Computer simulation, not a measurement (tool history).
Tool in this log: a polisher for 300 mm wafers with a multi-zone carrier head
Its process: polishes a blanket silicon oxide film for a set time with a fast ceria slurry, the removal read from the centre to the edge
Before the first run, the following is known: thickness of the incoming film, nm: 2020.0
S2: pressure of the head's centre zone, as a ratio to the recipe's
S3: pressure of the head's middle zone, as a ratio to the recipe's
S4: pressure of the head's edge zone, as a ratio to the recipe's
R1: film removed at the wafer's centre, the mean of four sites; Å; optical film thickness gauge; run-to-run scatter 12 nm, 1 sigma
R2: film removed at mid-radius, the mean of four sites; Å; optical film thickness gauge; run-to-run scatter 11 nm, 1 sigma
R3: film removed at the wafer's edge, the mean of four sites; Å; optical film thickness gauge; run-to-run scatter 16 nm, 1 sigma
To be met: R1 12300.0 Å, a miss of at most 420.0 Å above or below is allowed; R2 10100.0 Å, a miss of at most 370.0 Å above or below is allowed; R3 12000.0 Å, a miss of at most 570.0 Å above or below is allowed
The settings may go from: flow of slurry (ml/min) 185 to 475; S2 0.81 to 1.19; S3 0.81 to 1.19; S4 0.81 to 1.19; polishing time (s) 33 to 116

run 1 hour=0.0 | flow_of_slurry_(ml/min)=305 S2=1.00 S3=1.00 S4=1.00 polishing_time_(s)=74 | R1=7919.6 R2=7902.4 R3=7913.3
run 2 hour=2.4 | flow_of_slurry_(ml/min)=305 S2=1.06 S3=1.00 S4=1.00 polishing_time_(s)=74 | R1=8377.0 R2=7897.2 R3=7903.7
run 3 hour=4.4 | flow_of_slurry_(ml/min)=260 S2=1.06 S3=1.00 S4=1.00 polishing_time_(s)=74 | R1=8074.8 R2=7810.6 R3=7886.0
run 4 hour=8.4 | flow_of_slurry_(ml/min)=260 S2=1.13 S3=1.00 S4=1.00 polishing_time_(s)=74 | R1=8700.3 R2=7692.6 R3=7893.4
run 5 hour=14.5 | flow_of_slurry_(ml/min)=250 S2=1.14 S3=0.98 S4=1.05 polishing_time_(s)=82 | R1=9596.9 R2=8240.4 R3=9008.6
run 6 hour=18.0 | flow_of_slurry_(ml/min)=310 S2=1.14 S3=0.98 S4=1.05 polishing_time_(s)=82 | R1=9840.3 R2=8647.5 R3=9053.1
run 7 hour=18.9 | flow_of_slurry_(ml/min)=310 S2=1.14 S3=0.98 S4=1.05 polishing_time_(s)=82 | R1=9810.4 R2=8584.7 R3=9053.8
run 8 hour=22.9 | flow_of_slurry_(ml/min)=305 S2=1.15 S3=0.97 S4=1.08 polishing_time_(s)=88 | R1=10750.0 R2=9130.8 R3=9911.9
run 9 hour=29.9 | flow_of_slurry_(ml/min)=295 S2=1.15 S3=0.96 S4=1.11 polishing_time_(s)=92 | R1=11164.0 R2=9588.4 R3=10441.0
run 10 hour=30.9 | flow_of_slurry_(ml/min)=285 S2=1.15 S3=0.94 S4=1.13 polishing_time_(s)=95 | R1=11412.0 R2=9612.9 R3=10727.0
run 11 hour=37.5 | flow_of_slurry_(ml/min)=265 S2=1.15 S3=0.93 S4=1.15 polishing_time_(s)=98 | R1=11686.0 R2=9781.2 R3=11400.0
run 12 hour=42.9 | flow_of_slurry_(ml/min)=265 S2=1.16 S3=0.93 S4=1.16 polishing_time_(s)=99 | R1=12095.0 R2=9828.7 R3=11295.0

Which single option among these 4 for the next run brings every result within its allowed miss of target? Just one does.
run A hour=48.3 | flow_of_slurry_(ml/min)=245 S2=1.19 S3=1.02 S4=1.14 polishing_time_(s)=106 | R1=? R2=? R3=?
run B hour=48.3 | flow_of_slurry_(ml/min)=245 S2=1.15 S3=0.91 S4=1.17 polishing_time_(s)=104 | R1=? R2=? R3=?
run C hour=48.3 | flow_of_slurry_(ml/min)=240 S2=1.11 S3=0.99 S4=1.09 polishing_time_(s)=107 | R1=? R2=? R3=?
run D hour=48.3 | flow_of_slurry_(ml/min)=370 S2=1.19 S3=0.99 S4=1.06 polishing_time_(s)=95 | R1=? R2=? R3=?

move=A R1=12774.0 R2=11209.0 R3=12002.0
move=B R1=12106.0 R2=9995.1 R3=11952.0
move=C R1=11995.0 R2=11007.0 R3=11821.0
move=D R1=12023.0 R2=10244.0 R3=10731.0
A: brings the last run's worst result on target, with another outside its allowed miss
B: each result inside its tolerance
C: brings the last run's worst result on target, with another outside its allowed miss
D: moves away from the targets compared with the last run
So the answer is move B, the one that meets all the targets.

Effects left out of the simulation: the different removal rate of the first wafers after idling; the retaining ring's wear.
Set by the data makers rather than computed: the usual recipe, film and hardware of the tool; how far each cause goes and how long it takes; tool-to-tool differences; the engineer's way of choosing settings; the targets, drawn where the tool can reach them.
